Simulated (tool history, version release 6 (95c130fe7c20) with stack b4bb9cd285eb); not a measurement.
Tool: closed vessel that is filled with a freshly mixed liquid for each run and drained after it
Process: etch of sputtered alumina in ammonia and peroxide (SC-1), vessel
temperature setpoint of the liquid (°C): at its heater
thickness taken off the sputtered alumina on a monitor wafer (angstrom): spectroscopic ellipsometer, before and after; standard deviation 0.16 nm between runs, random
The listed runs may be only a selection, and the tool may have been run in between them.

run	hour	temperature setpoint of the liquid (°C)	parts of 29 % ammonia solution to one part of 30 % peroxide (parts by volume)	time in the liquid (s)	thickness taken off the sputtered alumina on a monitor wafer (angstrom)
1	0	47	0.45	1870	760.15
2	0.6	52.5	0.45	1870	1031.9
3	2.1	52.5	0.45	1870	1032.4
4	4.6	52.5	0.45	2000	1107
5	6.1	52.5	0.45	2000	1102
6	10.1	49	0.45	2000	912.77
7	12.8	45.5	0.4	1955	723.04
8	20	43	0.35	1925	608.85
9	23.5	41.5	0.35	1905	551

What will run 10 give?
10	26	41.5	0.35	1905	?

thickness taken off the sputtered alumina on a monitor wafer (angstrom): 555.96
